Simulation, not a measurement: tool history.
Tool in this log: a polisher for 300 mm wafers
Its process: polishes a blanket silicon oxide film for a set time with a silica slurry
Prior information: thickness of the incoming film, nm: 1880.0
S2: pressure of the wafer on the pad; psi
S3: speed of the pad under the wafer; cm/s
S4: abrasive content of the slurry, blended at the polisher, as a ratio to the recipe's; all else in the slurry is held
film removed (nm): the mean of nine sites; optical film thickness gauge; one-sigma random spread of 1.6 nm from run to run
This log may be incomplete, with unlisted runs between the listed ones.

Run 1, day 0.000: flow of slurry (ml/min) 160, S2 2.7 psi, S3 122 cm/s, S4 1.0, polishing time (s) 109. Result: film removed (nm) 250.55.
Run 2, day 0.062: flow of slurry (ml/min) 160, S2 2.7 psi, S3 122 cm/s, S4 1.0, polishing time (s) 109. Result: film removed (nm) 247.61.
Run 3, day 0.150: flow of slurry (ml/min) 160, S2 2.7 psi, S3 102 cm/s, S4 1.0, polishing time (s) 109. Result: film removed (nm) 220.65.
Run 4, day 0.388: flow of slurry (ml/min) 155, S2 2.6 psi, S3 102 cm/s, S4 1.0, polishing time (s) 109. Result: film removed (nm) 214.93.
Run 5, day 0.521: flow of slurry (ml/min) 155, S2 3.0 psi, S3 102 cm/s, S4 1.0, polishing time (s) 109. Result: film removed (nm) 243.98.
Run 6, day 0.738: flow of slurry (ml/min) 140, S2 3.0 psi, S3 102 cm/s, S4 1.0, polishing time (s) 109. Result: film removed (nm) 243.74.
Run 7, day 1.092: flow of slurry (ml/min) 140, S2 2.9 psi, S3 102 cm/s, S4 1.0, polishing time (s) 109. Result: film removed (nm) 237.93.
Run 8, day 1.258: flow of slurry (ml/min) 140, S2 2.8 psi, S3 102 cm/s, S4 1.0, polishing time (s) 109. Result: film removed (nm) 225.24.

Run 9, settings as shown, results not yet in. Your forecast:
Run 9, day 1.308: flow of slurry (ml/min) 140, S2 2.7 psi, S3 102 cm/s, S4 1.0, polishing time (s) 109. Result: film removed (nm) ?.

film removed (nm): 220.23

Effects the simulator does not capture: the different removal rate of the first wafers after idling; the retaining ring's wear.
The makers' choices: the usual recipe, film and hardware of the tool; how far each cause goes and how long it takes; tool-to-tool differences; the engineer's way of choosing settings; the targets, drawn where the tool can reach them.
